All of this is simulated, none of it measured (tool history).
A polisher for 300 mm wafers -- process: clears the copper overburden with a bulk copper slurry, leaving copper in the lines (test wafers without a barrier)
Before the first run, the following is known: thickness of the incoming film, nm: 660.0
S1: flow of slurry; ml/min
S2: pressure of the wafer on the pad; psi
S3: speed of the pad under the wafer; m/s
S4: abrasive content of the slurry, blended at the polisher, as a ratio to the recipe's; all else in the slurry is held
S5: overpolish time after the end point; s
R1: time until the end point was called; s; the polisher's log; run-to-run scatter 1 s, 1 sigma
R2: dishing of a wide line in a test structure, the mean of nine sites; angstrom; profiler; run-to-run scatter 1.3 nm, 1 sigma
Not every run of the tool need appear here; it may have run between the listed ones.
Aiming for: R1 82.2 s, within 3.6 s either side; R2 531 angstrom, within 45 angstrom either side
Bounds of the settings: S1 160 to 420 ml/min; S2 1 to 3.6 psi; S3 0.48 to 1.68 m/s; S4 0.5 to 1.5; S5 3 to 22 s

{"run": 1, "hour": 0.0, "S1": 270, "S2": 2.3, "S3": 1.08, "S4": 1, "S5": 11, "R1": 97.645, "R2": 416.68}
{"run": 2, "hour": 2.0, "S1": 270, "S2": 2.4, "S3": 1.08, "S4": 1, "S5": 11, "R1": 94.789, "R2": 411.67}
{"run": 3, "hour": 6.8, "S1": 270, "S2": 2.4, "S3": 1.08, "S4": 1.15, "S5": 11, "R1": 91.698, "R2": 418.63}
{"run": 4, "hour": 10.7, "S1": 325, "S2": 2.4, "S3": 1.08, "S4": 1.15, "S5": 11, "R1": 89.171, "R2": 409.77}
{"run": 5, "hour": 15.0, "S1": 325, "S2": 2.4, "S3": 0.82, "S4": 1.15, "S5": 11, "R1": 109.87, "R2": 369.2}
{"run": 6, "hour": 20.2, "S1": 325, "S2": 2.4, "S3": 0.82, "S4": 1, "S5": 11, "R1": 111.57, "R2": 367.28}
{"run": 7, "hour": 26.6, "S1": 325, "S2": 2.6, "S3": 0.82, "S4": 1, "S5": 12, "R1": 106.95, "R2": 414.16}
{"run": 8, "hour": 29.6, "S1": 325, "S2": 2.8, "S3": 0.82, "S4": 1, "S5": 12, "R1": 100.71, "R2": 413.62}
{"run": 9, "hour": 36.5, "S1": 325, "S2": 3, "S3": 0.82, "S4": 1, "S5": 13, "R1": 95.816, "R2": 456.31}

5 next moves are on the table. One of them brings every result within its allowed miss. Which?
{"run": "A", "hour": 43.4, "S1": 360, "S2": 3.5, "S3": 0.66, "S4": 0.95, "S5": 10, "R1": "?", "R2": "?"}
{"run": "B", "hour": 43.4, "S1": 325, "S2": 2.7, "S3": 0.56, "S4": 1.05, "S5": 20, "R1": "?", "R2": "?"}
{"run": "C", "hour": 43.4, "S1": 310, "S2": 3.3, "S3": 1, "S4": 0.85, "S5": 14, "R1": "?", "R2": "?"}
{"run": "D", "hour": 43.4, "S1": 320, "S2": 2.7, "S3": 0.7, "S4": 0.9, "S5": 15, "R1": "?", "R2": "?"}
{"run": "E", "hour": 43.4, "S1": 305, "S2": 2.5, "S3": 0.74, "S4": 0.9, "S5": 22, "R1": "?", "R2": "?"}

move=A R1=99.356 R2=385.78
move=B R1=126.83 R2=500.33
move=C R1=84.414 R2=523.27
move=D R1=117.36 R2=443.39
move=E R1=120.04 R2=536.12
A: misses by more than the last run did
B: misses by more than the last run did
C: each result inside its tolerance
D: misses by more than the last run did
E: misses by more than the last run did
C is the move that brings every result within its allowed miss.
